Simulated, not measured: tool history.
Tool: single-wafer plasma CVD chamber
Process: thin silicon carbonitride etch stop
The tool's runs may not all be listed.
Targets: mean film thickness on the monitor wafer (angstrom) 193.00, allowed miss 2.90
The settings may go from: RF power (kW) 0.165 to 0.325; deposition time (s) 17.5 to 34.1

run	hour	RF power (kW)	deposition time (s)	mean film thickness on the monitor wafer (angstrom)
1	0.0	0.245	25.8	143.64
2	4.2	0.260	27.2	153.60
3	12.6	0.260	28.4	161.67
4	13.3	0.270	29.2	168.13
5	15.7	0.280	29.8	172.49
6	19.9	0.250	29.8	166.45
7	27.9	0.250	29.8	166.04
# hour 28.6: RF generator calibrated
8	28.6	0.265	30.2	177.30
9	31.8	0.275	30.3	180.50
10	33.3	0.285	30.3	182.57
11	39.0	0.290	30.3	183.54
12	45.8	0.295	30.3	184.85
13	46.5	0.300	30.3	186.07

Which of these 4 next moves meets every target?
A	47.2	0.280	32.2	?
B	47.2	0.280	30.4	?
C	47.2	0.290	29.9	?
D	47.2	0.325	29.2	?

move	mean film thickness on the monitor wafer (angstrom)
A	192.09
B	181.35
C	180.51
D	183.19
A: meets every target
B: further off than the last run
C: further off than the last run
D: further off than the last run
Answer: A
